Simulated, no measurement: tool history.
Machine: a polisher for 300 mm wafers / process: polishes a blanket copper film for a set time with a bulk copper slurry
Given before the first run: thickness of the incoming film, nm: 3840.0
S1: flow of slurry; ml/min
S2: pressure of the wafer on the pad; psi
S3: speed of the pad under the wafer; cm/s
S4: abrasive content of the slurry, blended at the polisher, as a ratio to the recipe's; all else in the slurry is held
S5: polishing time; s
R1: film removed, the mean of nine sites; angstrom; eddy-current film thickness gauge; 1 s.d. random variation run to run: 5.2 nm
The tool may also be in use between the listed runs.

{"run": 1, "day": 0.0, "S1": 130, "S2": 3.3, "S3": 134, "S4": 1, "S5": 43, "R1": 5559.9}
{"run": 2, "day": 0.042, "S1": 130, "S2": 3.2, "S3": 134, "S4": 1, "S5": 43, "R1": 5439.7}
{"run": 3, "day": 0.35, "S1": 130, "S2": 3.8, "S3": 134, "S4": 1, "S5": 43, "R1": 6500.3}
{"run": 4, "day": 0.583, "S1": 130, "S2": 4.1, "S3": 134, "S4": 1, "S5": 43, "R1": 6805.3}
{"run": 5, "day": 0.875, "S1": 130, "S2": 4.1, "S3": 152, "S4": 1, "S5": 43, "R1": 7623.2}
{"run": 6, "day": 1.062, "S1": 130, "S2": 3.8, "S3": 152, "S4": 1, "S5": 43, "R1": 7113.5}
{"run": 7, "day": 1.2, "S1": 130, "S2": 3.6, "S3": 152, "S4": 1, "S5": 43, "R1": 6896.8}
{"run": 8, "day": 1.454, "S1": 130, "S2": 3.4, "S3": 152, "S4": 1, "S5": 43, "R1": 6311.8}

What does the tool deliver on the next run?
{"run": 9, "day": 1.738, "S1": 130, "S2": 3.2, "S3": 152, "S4": 1, "S5": 43, "R1": "?"}

R1: 6115.1 angstrom
